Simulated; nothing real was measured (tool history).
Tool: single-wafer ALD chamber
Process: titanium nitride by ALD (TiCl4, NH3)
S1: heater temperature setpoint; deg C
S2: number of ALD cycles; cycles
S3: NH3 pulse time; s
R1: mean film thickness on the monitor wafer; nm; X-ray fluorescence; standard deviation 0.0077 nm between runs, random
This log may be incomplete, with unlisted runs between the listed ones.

run  hour   S1  S2    S3      R1
  1     0  385  92  1.61  1.8926
  2     5  395  92  1.61  1.9034
  3   7.2  394  90  1.48  1.8505
  4  10.4  384  90  1.48  1.8371
  5  11.7  384  90   1.8  1.8646
  6  12.7  378  90   1.8  1.8535

Run 7, settings as shown, results not yet in. Your forecast:
  7  19.3  377  89  1.75   ?

R1: 1.832 nm
